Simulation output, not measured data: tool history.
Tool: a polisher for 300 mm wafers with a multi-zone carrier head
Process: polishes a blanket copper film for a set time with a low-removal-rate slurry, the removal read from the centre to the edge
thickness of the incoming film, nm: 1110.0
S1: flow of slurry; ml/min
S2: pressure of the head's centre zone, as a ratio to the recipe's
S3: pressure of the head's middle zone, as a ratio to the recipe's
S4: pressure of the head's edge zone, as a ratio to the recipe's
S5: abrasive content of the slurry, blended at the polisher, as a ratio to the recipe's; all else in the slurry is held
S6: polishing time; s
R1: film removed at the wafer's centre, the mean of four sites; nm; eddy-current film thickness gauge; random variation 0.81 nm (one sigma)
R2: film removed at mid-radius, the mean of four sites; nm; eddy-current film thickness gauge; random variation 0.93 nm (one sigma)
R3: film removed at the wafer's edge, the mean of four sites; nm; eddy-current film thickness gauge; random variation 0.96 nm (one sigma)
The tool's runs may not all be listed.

run	hour	S1	S2	S3	S4	S5	S6	R1	R2	R3
1	0	205	1	1	1	1	50	144.15	139.73	139.78
2	1.8	205	1	1	1	0.8	50	137.78	134.88	134.77
3	4.5	200	0.98	1	0.98	0.75	50	134.67	135.03	132.38
4	11.3	230	0.98	1	0.98	0.75	50	136.29	135.38	131.93
5	14.8	230	0.95	1	0.98	0.75	50	132.26	135.44	135.8
6	18.6	230	0.95	1	0.9	0.75	50	131.7	135.08	129.13
7	20	225	0.93	1	0.89	0.7	49	124.43	130.37	125.34
8	23.2	220	0.92	1.01	0.88	0.65	49	120.07	130.92	121.42
9	25.2	210	0.91	1.01	0.87	0.65	49	117.99	128.63	121.52

Run 10 comes next. What will it give?
10	29.1	205	0.9	1.01	0.86	0.65	49	?	?	?

R1: 117.91 nm
R2: 130.78 nm
R3: 120.81 nm
